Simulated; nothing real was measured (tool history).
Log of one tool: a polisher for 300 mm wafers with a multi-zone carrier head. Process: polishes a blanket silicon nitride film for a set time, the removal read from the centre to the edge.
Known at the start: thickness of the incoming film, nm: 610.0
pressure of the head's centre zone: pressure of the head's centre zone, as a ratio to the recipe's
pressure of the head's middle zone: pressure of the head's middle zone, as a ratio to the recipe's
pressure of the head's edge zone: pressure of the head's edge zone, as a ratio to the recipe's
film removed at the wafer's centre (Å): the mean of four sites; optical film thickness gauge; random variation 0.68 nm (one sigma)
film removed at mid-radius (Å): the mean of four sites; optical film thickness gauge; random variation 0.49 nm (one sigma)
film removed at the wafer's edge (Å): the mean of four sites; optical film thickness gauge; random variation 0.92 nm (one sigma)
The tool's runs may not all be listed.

run	hour	flow of slurry (ml/min)	pressure of the head's centre zone	pressure of the head's middle zone	pressure of the head's edge zone	polishing time (s)	film removed at the wafer's centre (Å)	film removed at mid-radius (Å)	film removed at the wafer's edge (Å)
1	0	220	1	1	1	61	553.01	582.53	547.14
2	7	225	0.99	1.01	1.04	62	565.23	585.98	563.27
3	9.9	225	0.99	1.01	0.98	62	559	590.19	552.04
4	18	225	0.99	1.01	0.98	55	507.01	524.43	505.89
5	24.5	235	0.97	1.02	1.01	58	528.64	556.18	539.6
6	26.1	235	0.97	1.1	1.01	58	520.43	586.74	515.27
7	34.1	245	0.95	1.09	1.03	60	536.53	600.38	562.59
8	40.7	260	0.94	1.1	1.04	61	552.16	612.48	561.76
9	45.2	265	0.92	1.1	1.05	63	549.59	636.52	572.78
10	47.9	260	0.92	1.09	1.07	65	569.41	654	622.07
11	53.5	265	0.92	1.09	1.08	65	568.76	653.09	619.45
12	61.5	270	0.92	1.09	1.09	65	574.17	651.07	620.34

The next listed run, before its measurement:
13	63.2	270	0.92	1.09	1.1	66	?	?	?

Run 13 gave film removed at the wafer's centre (Å) 580.89, film removed at mid-radius (Å) 662.3, film removed at the wafer's edge (Å) 625.09.
